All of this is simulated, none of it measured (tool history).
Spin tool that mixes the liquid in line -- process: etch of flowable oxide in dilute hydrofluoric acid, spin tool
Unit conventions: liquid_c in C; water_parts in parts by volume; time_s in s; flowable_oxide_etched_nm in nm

| run | hour | liquid_c | water_parts | time_s | flowable_oxide_etched_nm |
|---|---|---|---|---|---|
| 1 | 0 | 24 | 175 | 15 | 4.7769 |
| 2 | 3 | 22.5 | 175 | 15 | 4.4845 |
| 3 | 9.2 | 24 | 175 | 15 | 4.8126 |
| 4 | 16.1 | 22.5 | 175 | 15 | 4.4543 |
| 5 | 18.2 | 21.5 | 175 | 15 | 4.3202 |
| 6 | 19 | 20.5 | 175 | 15 | 4.1582 |
| 7 | 19.8 | 20.5 | 175 | 15 | 4.2045 |
| 8 | 20.8 | 20.5 | 175 | 15 | 4.1781 |

Run 9 is up next; what results do you expect?
| 9 | 29.6 | 19.5 | 175 | 15 | ? |

flowable_oxide_etched_nm: 4.0843 nm
